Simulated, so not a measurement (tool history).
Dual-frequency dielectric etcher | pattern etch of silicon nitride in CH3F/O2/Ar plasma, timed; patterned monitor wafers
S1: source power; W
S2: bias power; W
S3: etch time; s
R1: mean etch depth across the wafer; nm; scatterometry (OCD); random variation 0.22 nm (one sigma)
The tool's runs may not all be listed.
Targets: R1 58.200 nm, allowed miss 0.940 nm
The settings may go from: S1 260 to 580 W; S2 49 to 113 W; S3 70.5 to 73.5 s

{"run": 1, "day": 0.0, "S1": 420, "S2": 81, "S3": 70.5, "R1": 54.313}
{"run": 2, "day": 0.121, "S1": 420, "S2": 81, "S3": 70.5, "R1": 54.855}
{"run": 3, "day": 0.45, "S1": 420, "S2": 81, "S3": 70.5, "R1": 54.046}
{"run": 4, "day": 0.746, "S1": 440, "S2": 82, "S3": 70.5, "R1": 55.55}
{"run": 5, "day": 1.058, "S1": 440, "S2": 82, "S3": 70.5, "R1": 55.692}
{"run": 6, "day": 1.396, "S1": 440, "S2": 82, "S3": 70.5, "R1": 55.833}
{"run": 7, "day": 1.696, "S1": 450, "S2": 82, "S3": 70.5, "R1": 56.732}
{"run": 8, "day": 1.95, "S1": 460, "S2": 82, "S3": 70.5, "R1": 56.827}

Which of these 4 next moves meets every target?
{"run": "A", "day": 2.204, "S1": 440, "S2": 80, "S3": 70.5, "R1": "?"}
{"run": "B", "day": 2.204, "S1": 440, "S2": 81, "S3": 73.5, "R1": "?"}
{"run": "C", "day": 2.204, "S1": 380, "S2": 92, "S3": 73.5, "R1": "?"}
{"run": "D", "day": 2.204, "S1": 450, "S2": 82, "S3": 70.5, "R1": "?"}

move=A R1=55.349
move=B R1=57.897
move=C R1=55.962
move=D R1=56.305
A: further off than the last run
B: meets every target
C: further off than the last run
D: further off than the last run
Move B is the one to make.
